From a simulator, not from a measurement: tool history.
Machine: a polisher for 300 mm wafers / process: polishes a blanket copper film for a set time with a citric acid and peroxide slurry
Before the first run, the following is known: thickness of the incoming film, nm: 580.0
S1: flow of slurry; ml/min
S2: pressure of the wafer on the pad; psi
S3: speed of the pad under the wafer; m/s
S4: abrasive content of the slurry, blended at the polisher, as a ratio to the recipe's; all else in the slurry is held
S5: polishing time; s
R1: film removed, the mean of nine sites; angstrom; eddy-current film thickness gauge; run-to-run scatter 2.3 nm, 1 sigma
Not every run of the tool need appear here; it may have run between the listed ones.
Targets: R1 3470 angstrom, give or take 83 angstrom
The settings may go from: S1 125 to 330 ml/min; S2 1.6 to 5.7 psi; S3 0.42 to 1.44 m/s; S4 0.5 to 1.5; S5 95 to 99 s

{"run": 1, "day": 0.0, "S1": 210, "S2": 3.6, "S3": 0.92, "S4": 1, "S5": 95, "R1": 2277.9}
{"run": 2, "day": 0.196, "S1": 215, "S2": 3.8, "S3": 0.92, "S4": 1, "S5": 95, "R1": 2387.8}
{"run": 3, "day": 0.221, "S1": 215, "S2": 4.2, "S3": 0.92, "S4": 1, "S5": 95, "R1": 2633.4}
{"run": 4, "day": 0.321, "S1": 215, "S2": 4.2, "S3": 0.92, "S4": 1, "S5": 99, "R1": 2740.2}
{"run": 5, "day": 0.5, "S1": 215, "S2": 4.2, "S3": 0.92, "S4": 1.15, "S5": 99, "R1": 2867.2}
{"day": 0.804, "done": "worn pad replaced by a new one"}
{"run": 6, "day": 0.804, "S1": 215, "S2": 4.2, "S3": 0.92, "S4": 1.3, "S5": 99, "R1": 3277.9}
{"run": 7, "day": 1.075, "S1": 220, "S2": 4.2, "S3": 0.92, "S4": 1.3, "S5": 99, "R1": 3262.5}
{"run": 8, "day": 1.304, "S1": 225, "S2": 4.2, "S3": 0.92, "S4": 1.3, "S5": 99, "R1": 3278.9}
{"run": 9, "day": 1.429, "S1": 230, "S2": 4.2, "S3": 0.92, "S4": 1.3, "S5": 99, "R1": 3280.3}
{"run": 10, "day": 1.775, "S1": 235, "S2": 4.2, "S3": 0.92, "S4": 1.3, "S5": 99, "R1": 3301.1}

Which single option among these 4 for the next run brings every result within its allowed miss of target? Just one does.
{"run": "A", "day": 2.121, "S1": 310, "S2": 4.3, "S3": 0.84, "S4": 1.4, "S5": 97, "R1": "?"}
{"run": "B", "day": 2.121, "S1": 275, "S2": 4.4, "S3": 0.94, "S4": 1.45, "S5": 98, "R1": "?"}
{"run": "C", "day": 2.121, "S1": 220, "S2": 4.5, "S3": 0.86, "S4": 1.25, "S5": 96, "R1": "?"}
{"run": "D", "day": 2.121, "S1": 240, "S2": 5, "S3": 0.86, "S4": 1.15, "S5": 97, "R1": "?"}

move=A R1=3166.9
move=B R1=3639.6
move=C R1=3141.9
move=D R1=3486.1
A: its largest miss is bigger than the last run's
B: the result that was furthest off in the last run now lies on the other side of its target
C: its largest miss is bigger than the last run's
D: all results in spec
Go with D: it meets all targets.

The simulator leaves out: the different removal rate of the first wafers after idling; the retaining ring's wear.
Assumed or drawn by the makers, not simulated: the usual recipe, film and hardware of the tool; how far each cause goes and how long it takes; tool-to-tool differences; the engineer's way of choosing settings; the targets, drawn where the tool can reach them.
